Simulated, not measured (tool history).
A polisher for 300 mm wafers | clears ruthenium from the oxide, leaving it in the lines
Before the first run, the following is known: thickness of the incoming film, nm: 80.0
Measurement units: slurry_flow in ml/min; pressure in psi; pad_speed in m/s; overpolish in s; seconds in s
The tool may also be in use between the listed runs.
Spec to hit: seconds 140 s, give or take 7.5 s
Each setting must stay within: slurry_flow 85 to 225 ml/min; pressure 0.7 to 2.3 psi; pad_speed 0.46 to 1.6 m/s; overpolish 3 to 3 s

Run 1, hour 0: slurry_flow 145 ml/min, pressure 1.5 psi, pad_speed 1.02 m/s, overpolish 3 s. Result: seconds 103.88 s.
Run 2, hour 7.5: slurry_flow 145 ml/min, pressure 1.5 psi, pad_speed 0.86 m/s, overpolish 3 s. Result: seconds 120.09 s.
Run 3, hour 15: slurry_flow 145 ml/min, pressure 1.7 psi, pad_speed 0.86 m/s, overpolish 3 s. Result: seconds 108.2 s.
Run 4, hour 20.9: slurry_flow 145 ml/min, pressure 1.7 psi, pad_speed 1.02 m/s, overpolish 3 s. Result: seconds 90.979 s.
Run 5, hour 24.9: slurry_flow 145 ml/min, pressure 1.5 psi, pad_speed 1 m/s, overpolish 3 s. Result: seconds 106 s.
Run 6, hour 27.2: slurry_flow 145 ml/min, pressure 1.4 psi, pad_speed 1 m/s, overpolish 3 s. Result: seconds 110.31 s.
Run 7, hour 30: slurry_flow 140 ml/min, pressure 1 psi, pad_speed 0.96 m/s, overpolish 3 s. Result: seconds 162.17 s.
Run 8, hour 31.5: slurry_flow 145 ml/min, pressure 1 psi, pad_speed 0.96 m/s, overpolish 3 s. Result: seconds 155.6 s.
Run 9, hour 36.3: slurry_flow 150 ml/min, pressure 1 psi, pad_speed 0.96 m/s, overpolish 3 s. Result: seconds 155.35 s.
Run 10, hour 43.7: slurry_flow 155 ml/min, pressure 1 psi, pad_speed 0.96 m/s, overpolish 3 s. Result: seconds 156.24 s.

5 next moves are on the table. One of them brings every result within its allowed miss. Which?
Run A, hour 51.1: slurry_flow 135 ml/min, pressure 0.9 psi, pad_speed 0.94 m/s, overpolish 3 s. Result: seconds ?.
Run B, hour 51.1: slurry_flow 110 ml/min, pressure 1.2 psi, pad_speed 0.8 m/s, overpolish 3 s. Result: seconds ?.
Run C, hour 51.1: slurry_flow 145 ml/min, pressure 0.8 psi, pad_speed 1.02 m/s, overpolish 3 s. Result: seconds ?.
Run D, hour 51.1: slurry_flow 145 ml/min, pressure 1 psi, pad_speed 0.78 m/s, overpolish 3 s. Result: seconds ?.
Run E, hour 51.1: slurry_flow 115 ml/min, pressure 1.1 psi, pad_speed 1.06 m/s, overpolish 3 s. Result: seconds ?.

move  seconds
   A   175.66
   B   167.85
   C   176.66
   D   189.34
   E   136.45
A: moves away from the targets compared with the last run
B: moves away from the targets compared with the last run
C: moves away from the targets compared with the last run
D: moves away from the targets compared with the last run
E: all results land within tolerance of their targets
E is the move that brings every result within its allowed miss.
